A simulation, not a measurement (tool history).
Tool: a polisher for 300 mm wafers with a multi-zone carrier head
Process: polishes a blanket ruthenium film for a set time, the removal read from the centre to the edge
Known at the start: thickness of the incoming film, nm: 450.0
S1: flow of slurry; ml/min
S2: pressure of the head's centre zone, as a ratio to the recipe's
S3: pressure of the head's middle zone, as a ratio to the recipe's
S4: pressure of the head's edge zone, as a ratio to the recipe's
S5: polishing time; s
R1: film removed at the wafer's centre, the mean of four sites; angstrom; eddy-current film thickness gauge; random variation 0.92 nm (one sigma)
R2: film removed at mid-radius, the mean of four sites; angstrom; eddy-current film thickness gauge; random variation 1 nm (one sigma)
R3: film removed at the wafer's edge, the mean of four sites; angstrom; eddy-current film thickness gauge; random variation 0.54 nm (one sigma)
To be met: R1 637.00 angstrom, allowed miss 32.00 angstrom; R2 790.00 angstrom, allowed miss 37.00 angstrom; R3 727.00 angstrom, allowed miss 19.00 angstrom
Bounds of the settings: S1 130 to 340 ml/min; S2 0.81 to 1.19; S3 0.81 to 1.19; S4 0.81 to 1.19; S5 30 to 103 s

run 1 hour=0.0 | S1=220 S2=1.00 S3=1.00 S4=1.00 S5=66 | R1=890.58 R2=886.31 R3=909.03
run 2 hour=7.5 | S1=220 S2=1.00 S3=0.95 S4=1.00 S5=66 | R1=896.22 R2=852.59 R3=898.58
run 3 hour=14.8 | S1=220 S2=0.96 S3=0.95 S4=1.00 S5=66 | R1=857.66 R2=860.65 R3=896.31
run 4 hour=23.2 | S1=210 S2=0.92 S3=0.96 S4=0.96 S5=64 | R1=788.17 R2=830.04 R3=846.19
run 5 hour=23.9 | S1=205 S2=0.89 S3=0.97 S4=0.92 S5=63 | R1=780.04 R2=830.42 R3=822.75
run 6 hour=28.9 | S1=200 S2=0.87 S3=1.00 S4=0.92 S5=61 | R1=717.74 R2=833.87 R3=797.14
run 7 hour=36.4 | S1=195 S2=0.85 S3=1.00 S4=0.90 S5=60 | R1=689.06 R2=791.89 R3=770.99
run 8 hour=43.0 | S1=190 S2=0.84 S3=1.01 S4=0.88 S5=60 | R1=682.98 R2=804.76 R3=764.35
run 9 hour=47.7 | S1=185 S2=0.83 S3=1.02 S4=0.87 S5=60 | R1=651.87 R2=821.65 R3=762.04
run 10 hour=48.3 | S1=180 S2=0.83 S3=1.01 S4=0.85 S5=60 | R1=664.45 R2=805.46 R3=756.12
run 11 hour=54.7 | S1=180 S2=0.83 S3=1.01 S4=0.84 S5=60 | R1=660.64 R2=800.69 R3=739.21
run 12 hour=58.7 | S1=175 S2=0.82 S3=1.01 S4=0.84 S5=60 | R1=650.11 R2=789.04 R3=759.21

4 next moves are on the table. One of them brings every result within its allowed miss. Which?
run A hour=62.7 | S1=215 S2=0.84 S3=1.03 S4=0.90 S5=56 | R1=? R2=? R3=?
run B hour=62.7 | S1=145 S2=0.81 S3=0.95 S4=0.92 S5=65 | R1=? R2=? R3=?
run C hour=62.7 | S1=235 S2=0.81 S3=0.93 S4=0.84 S5=62 | R1=? R2=? R3=?
run D hour=62.7 | S1=195 S2=0.84 S3=0.95 S4=0.84 S5=63 | R1=? R2=? R3=?

move=A R1=618.47 R2=758.43 R3=724.28
move=B R1=661.56 R2=790.33 R3=824.08
move=C R1=665.67 R2=777.13 R3=787.54
move=D R1=688.15 R2=789.62 R3=789.55
A: meets every target
B: further off than the last run
C: further off than the last run
D: further off than the last run
Answer: A
